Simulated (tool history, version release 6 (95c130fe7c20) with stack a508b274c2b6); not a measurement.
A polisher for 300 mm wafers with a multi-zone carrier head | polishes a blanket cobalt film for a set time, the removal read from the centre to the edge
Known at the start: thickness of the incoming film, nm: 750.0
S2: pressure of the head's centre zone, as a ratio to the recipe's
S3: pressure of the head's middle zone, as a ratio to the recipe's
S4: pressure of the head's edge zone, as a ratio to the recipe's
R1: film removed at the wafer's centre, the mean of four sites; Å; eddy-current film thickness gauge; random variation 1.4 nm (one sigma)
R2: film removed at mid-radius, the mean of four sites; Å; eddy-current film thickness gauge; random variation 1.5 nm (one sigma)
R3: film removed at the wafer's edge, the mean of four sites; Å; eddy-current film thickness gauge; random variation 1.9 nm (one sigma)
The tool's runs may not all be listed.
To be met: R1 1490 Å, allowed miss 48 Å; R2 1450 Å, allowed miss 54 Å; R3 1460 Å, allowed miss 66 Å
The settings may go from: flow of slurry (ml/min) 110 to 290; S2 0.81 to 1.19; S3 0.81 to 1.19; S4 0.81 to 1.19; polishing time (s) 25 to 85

{"run": 1, "hour": 0.0, "flow of slurry (ml/min)": 185, "S2": 1, "S3": 1, "S4": 1, "polishing time (s)": 55, "R1": 1936, "R2": 1937.5, "R3": 1922.8}
{"run": 2, "hour": 6.1, "flow of slurry (ml/min)": 185, "S2": 1.04, "S3": 1, "S4": 1, "polishing time (s)": 55, "R1": 2014.5, "R2": 2014.2, "R3": 1956.2}
{"run": 3, "hour": 6.7, "flow of slurry (ml/min)": 225, "S2": 1.04, "S3": 1, "S4": 1, "polishing time (s)": 55, "R1": 2074.4, "R2": 2057.3, "R3": 1996}
{"run": 4, "hour": 7.7, "flow of slurry (ml/min)": 225, "S2": 1.04, "S3": 0.94, "S4": 1, "polishing time (s)": 55, "R1": 2111.7, "R2": 1921.6, "R3": 2018}
{"run": 5, "hour": 15.8, "flow of slurry (ml/min)": 225, "S2": 1.04, "S3": 0.94, "S4": 1.06, "polishing time (s)": 55, "R1": 2059.7, "R2": 1926.7, "R3": 2032.5}
{"run": 6, "hour": 22.4, "flow of slurry (ml/min)": 225, "S2": 1.04, "S3": 1.01, "S4": 1.06, "polishing time (s)": 55, "R1": 2073.3, "R2": 2051.8, "R3": 2060.4}
{"run": 7, "hour": 25.1, "flow of slurry (ml/min)": 220, "S2": 1.02, "S3": 1, "S4": 1.03, "polishing time (s)": 54, "R1": 2019, "R2": 1987.2, "R3": 1971.8}
{"run": 8, "hour": 26.9, "flow of slurry (ml/min)": 215, "S2": 1, "S3": 0.99, "S4": 1.01, "polishing time (s)": 53, "R1": 1928.7, "R2": 1897, "R3": 1934}
{"run": 9, "hour": 34.2, "flow of slurry (ml/min)": 205, "S2": 0.99, "S3": 0.99, "S4": 0.91, "polishing time (s)": 38, "R1": 1366.9, "R2": 1353.4, "R3": 1325.8}
{"run": 10, "hour": 35.5, "flow of slurry (ml/min)": 255, "S2": 1.01, "S3": 0.99, "S4": 1.01, "polishing time (s)": 38, "R1": 1410.8, "R2": 1429.2, "R3": 1404.5}

5 next moves are on the table. One of them brings every result within its allowed miss. Which?
{"run": "A", "hour": 36.8, "flow of slurry (ml/min)": 200, "S2": 1.12, "S3": 1, "S4": 0.93, "polishing time (s)": 40, "R1": "?", "R2": "?", "R3": "?"}
{"run": "B", "hour": 36.8, "flow of slurry (ml/min)": 245, "S2": 1.05, "S3": 1.01, "S4": 1.11, "polishing time (s)": 39, "R1": "?", "R2": "?", "R3": "?"}
{"run": "C", "hour": 36.8, "flow of slurry (ml/min)": 220, "S2": 1.05, "S3": 1.11, "S4": 0.88, "polishing time (s)": 37, "R1": "?", "R2": "?", "R3": "?"}
{"run": "D", "hour": 36.8, "flow of slurry (ml/min)": 275, "S2": 0.97, "S3": 1.06, "S4": 1, "polishing time (s)": 37, "R1": "?", "R2": "?", "R3": "?"}
{"run": "E", "hour": 36.8, "flow of slurry (ml/min)": 285, "S2": 1.11, "S3": 1.16, "S4": 0.95, "polishing time (s)": 36, "R1": "?", "R2": "?", "R3": "?"}

move=A R1=1584.5 R2=1442.6 R3=1419.7
move=B R1=1494 R2=1459.2 R3=1508.3
move=C R1=1396.2 R2=1479.6 R3=1300.3
move=D R1=1328.7 R2=1462.6 R3=1389.1
move=E R1=1488.2 R2=1542.2 R3=1329
A: takes the result that was furthest off past its target
B: meets every target
C: further off than the last run
D: further off than the last run
E: brings the result that was furthest off to its target, and leaves another outside
The right move is B.
